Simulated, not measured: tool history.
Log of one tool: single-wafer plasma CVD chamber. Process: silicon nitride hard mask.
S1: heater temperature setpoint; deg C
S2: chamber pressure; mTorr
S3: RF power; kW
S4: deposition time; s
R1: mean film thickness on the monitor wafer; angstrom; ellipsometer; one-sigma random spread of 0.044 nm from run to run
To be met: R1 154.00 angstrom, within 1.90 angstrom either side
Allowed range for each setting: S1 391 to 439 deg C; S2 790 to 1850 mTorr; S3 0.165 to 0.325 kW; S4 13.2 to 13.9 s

{"run": 1, "day": 0.0, "S1": 415, "S2": 1320, "S3": 0.245, "S4": 13.9, "R1": 139.19}
{"run": 2, "day": 0.262, "S1": 415, "S2": 1390, "S3": 0.245, "S4": 13.9, "R1": 141.86}
{"run": 3, "day": 0.458, "S1": 415, "S2": 1440, "S3": 0.245, "S4": 13.9, "R1": 142.49}
{"run": 4, "day": 0.483, "S1": 415, "S2": 1500, "S3": 0.245, "S4": 13.9, "R1": 144.43}
{"run": 5, "day": 0.758, "S1": 415, "S2": 1550, "S3": 0.245, "S4": 13.9, "R1": 145.8}
{"run": 6, "day": 1.129, "S1": 415, "S2": 1590, "S3": 0.245, "S4": 13.9, "R1": 146.98}
{"run": 7, "day": 1.162, "S1": 415, "S2": 1630, "S3": 0.245, "S4": 13.9, "R1": 147.26}
{"run": 8, "day": 1.471, "S1": 415, "S2": 1660, "S3": 0.245, "S4": 13.9, "R1": 149.14}
{"run": 9, "day": 1.542, "S1": 415, "S2": 1680, "S3": 0.245, "S4": 13.9, "R1": 149.17}
{"run": 10, "day": 1.796, "S1": 415, "S2": 1710, "S3": 0.245, "S4": 13.9, "R1": 149.1}
{"run": 11, "day": 1.933, "S1": 415, "S2": 1730, "S3": 0.245, "S4": 13.9, "R1": 150.99}
{"run": 12, "day": 2.15, "S1": 415, "S2": 1810, "S3": 0.245, "S4": 13.9, "R1": 151.9}

5 candidate next runs follow, results not yet known. Just one meets every target within its allowed miss. Identify it.
{"run": "A", "day": 2.367, "S1": 412, "S2": 1830, "S3": 0.25, "S4": 13.3, "R1": "?"}
{"run": "B", "day": 2.367, "S1": 410, "S2": 1850, "S3": 0.245, "S4": 13.5, "R1": "?"}
{"run": "C", "day": 2.367, "S1": 424, "S2": 1680, "S3": 0.26, "S4": 13.4, "R1": "?"}
{"run": "D", "day": 2.367, "S1": 426, "S2": 1840, "S3": 0.26, "S4": 13.4, "R1": "?"}
{"run": "E", "day": 2.367, "S1": 420, "S2": 1650, "S3": 0.26, "S4": 13.3, "R1": "?"}

move=A R1=148.91
move=B R1=149.15
move=C R1=150.80
move=D R1=154.31
move=E R1=149.20
A: lands further from the targets than the last run did
B: lands further from the targets than the last run did
C: lands further from the targets than the last run did
D: every result lands within tolerance
E: lands further from the targets than the last run did
D meets every target.

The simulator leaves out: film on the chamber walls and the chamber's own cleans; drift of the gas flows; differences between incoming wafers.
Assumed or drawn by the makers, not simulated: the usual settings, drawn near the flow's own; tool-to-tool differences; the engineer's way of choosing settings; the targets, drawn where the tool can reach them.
